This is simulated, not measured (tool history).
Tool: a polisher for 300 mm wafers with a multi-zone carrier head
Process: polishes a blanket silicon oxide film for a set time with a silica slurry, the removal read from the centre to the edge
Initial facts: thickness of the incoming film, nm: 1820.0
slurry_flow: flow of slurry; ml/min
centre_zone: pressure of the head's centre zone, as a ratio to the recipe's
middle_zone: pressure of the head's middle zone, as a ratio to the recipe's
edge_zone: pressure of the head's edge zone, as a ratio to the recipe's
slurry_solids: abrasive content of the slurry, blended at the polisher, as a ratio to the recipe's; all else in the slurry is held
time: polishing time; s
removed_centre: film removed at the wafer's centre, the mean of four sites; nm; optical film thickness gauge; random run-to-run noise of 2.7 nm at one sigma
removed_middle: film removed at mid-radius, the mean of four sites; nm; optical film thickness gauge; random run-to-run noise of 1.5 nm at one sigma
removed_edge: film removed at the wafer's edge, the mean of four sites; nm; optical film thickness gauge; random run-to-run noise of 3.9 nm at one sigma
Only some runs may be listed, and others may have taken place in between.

{"run": 1, "day": 0.0, "slurry_flow": 240, "centre_zone": 1, "middle_zone": 1, "edge_zone": 1, "slurry_solids": 1, "time": 40, "removed_centre": 157.42, "removed_middle": 157.5, "removed_edge": 161.05}
{"run": 2, "day": 0.029, "slurry_flow": 240, "centre_zone": 1, "middle_zone": 1, "edge_zone": 1, "slurry_solids": 1, "time": 45, "removed_centre": 179.97, "removed_middle": 179.07, "removed_edge": 183.22}
{"run": 3, "day": 0.117, "slurry_flow": 240, "centre_zone": 0.96, "middle_zone": 1, "edge_zone": 1, "slurry_solids": 1, "time": 45, "removed_centre": 171.86, "removed_middle": 176.78, "removed_edge": 179.13}
{"run": 4, "day": 0.175, "slurry_flow": 255, "centre_zone": 1.02, "middle_zone": 1, "edge_zone": 1.02, "slurry_solids": 1.1, "time": 45, "removed_centre": 193.56, "removed_middle": 188.95, "removed_edge": 194.95}
{"run": 5, "day": 0.471, "slurry_flow": 265, "centre_zone": 1.06, "middle_zone": 1, "edge_zone": 1.04, "slurry_solids": 1.2, "time": 45, "removed_centre": 212.08, "removed_middle": 199.7, "removed_edge": 203.13}
{"run": 6, "day": 0.629, "slurry_flow": 265, "centre_zone": 1.06, "middle_zone": 1.03, "edge_zone": 1.04, "slurry_solids": 1.2, "time": 45, "removed_centre": 209.36, "removed_middle": 204.14, "removed_edge": 206.6}

The next listed run, before its measurement:
{"run": 7, "day": 0.779, "slurry_flow": 275, "centre_zone": 1.09, "middle_zone": 1.02, "edge_zone": 1.07, "slurry_solids": 1.3, "time": 45, "removed_centre": "?", "removed_middle": "?", "removed_edge": "?"}

{"run 7": {"removed_centre": 226.83, "removed_middle": 212.38, "removed_edge": 219.23}}
